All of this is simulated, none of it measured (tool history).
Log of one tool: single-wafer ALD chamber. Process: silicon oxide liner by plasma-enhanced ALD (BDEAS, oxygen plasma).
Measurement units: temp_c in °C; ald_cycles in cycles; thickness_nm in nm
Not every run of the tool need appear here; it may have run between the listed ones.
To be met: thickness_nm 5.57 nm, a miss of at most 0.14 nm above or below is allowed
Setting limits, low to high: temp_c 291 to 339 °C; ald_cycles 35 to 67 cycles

run 1 hour=0 | temp_c=315 ald_cycles=51 | thickness_nm=4.9617
run 2 hour=7.8 | temp_c=315 ald_cycles=46 | thickness_nm=4.4834
run 3 hour=11 | temp_c=315 ald_cycles=53 | thickness_nm=5.1354
run 4 hour=18.8 | temp_c=310 ald_cycles=53 | thickness_nm=5.146
run 5 hour=19.3 | temp_c=310 ald_cycles=46 | thickness_nm=4.4982
run 6 hour=22.8 | temp_c=310 ald_cycles=47 | thickness_nm=4.5727
run 7 hour=27.4 | temp_c=310 ald_cycles=48 | thickness_nm=4.6968
run 8 hour=33.8 | temp_c=310 ald_cycles=49 | thickness_nm=4.7931
run 9 hour=40.1 | temp_c=310 ald_cycles=50 | thickness_nm=4.8905
run 10 hour=46.5 | temp_c=310 ald_cycles=51 | thickness_nm=4.9957

Of the 5 settings listed for the next run, only one would bring every result within its allowed miss of target. Which one?
run A hour=52.9 | temp_c=301 ald_cycles=56 | thickness_nm=?
run B hour=52.9 | temp_c=302 ald_cycles=53 | thickness_nm=?
run C hour=52.9 | temp_c=310 ald_cycles=44 | thickness_nm=?
run D hour=52.9 | temp_c=320 ald_cycles=51 | thickness_nm=?
run E hour=52.9 | temp_c=311 ald_cycles=43 | thickness_nm=?

move=A thickness_nm=5.5562
move=B thickness_nm=5.2389
move=C thickness_nm=4.2938
move=D thickness_nm=4.8966
move=E thickness_nm=4.1894
A: each result inside its tolerance
B: an improvement on the last run, though not all results are within tolerance
C: further off than the last run
D: further off than the last run
E: further off than the last run
The right move is A.
